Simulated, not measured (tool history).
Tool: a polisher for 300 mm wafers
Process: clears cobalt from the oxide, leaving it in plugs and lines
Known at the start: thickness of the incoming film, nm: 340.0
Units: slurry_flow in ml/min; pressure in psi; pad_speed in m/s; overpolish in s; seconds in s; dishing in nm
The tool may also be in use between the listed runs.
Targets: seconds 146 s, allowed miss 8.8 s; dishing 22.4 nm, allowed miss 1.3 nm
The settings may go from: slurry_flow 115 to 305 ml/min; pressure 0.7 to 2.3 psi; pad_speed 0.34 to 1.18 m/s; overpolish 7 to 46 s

run  hour  slurry_flow  pressure  pad_speed  overpolish  seconds  dishing
  1     0          195       1.5       0.76          24   99.785   30.123
  2   7.7          195       1.8       0.76          24   84.289   31.494
  3  10.5          195       1.4       0.76          24   111.17   30.003
  4    12          195       1.2       0.76          24   125.55   28.005
  5  19.2          195       1.2       0.76          21    127.8   26.431
  6  27.5          195       0.9       0.76          21   164.51    23.41
  7  29.3          195       0.9       0.76          20   165.88    22.46
  8  35.3          195       0.9       0.76          19   170.98   22.193
  9  42.5          195       0.9       0.76          18   165.83   21.879

Which of these 4 next moves meets every target?
  A  49.7          190         1        0.8          21        ?        ?
  B  49.7          190       0.9       0.86          18        ?        ?
  C  49.7          210       1.2       0.78          14        ?        ?
  D  49.7          185       1.1       0.86          18        ?        ?

move  seconds  dishing
   A   146.08   25.452
   B   150.55   23.123
   C   123.89   22.331
   D    124.8   25.416
A: brings the result that was furthest off to its target, and leaves another outside
B: meets every target
C: takes the result that was furthest off past its target
D: takes the result that was furthest off past its target
The right move is B.

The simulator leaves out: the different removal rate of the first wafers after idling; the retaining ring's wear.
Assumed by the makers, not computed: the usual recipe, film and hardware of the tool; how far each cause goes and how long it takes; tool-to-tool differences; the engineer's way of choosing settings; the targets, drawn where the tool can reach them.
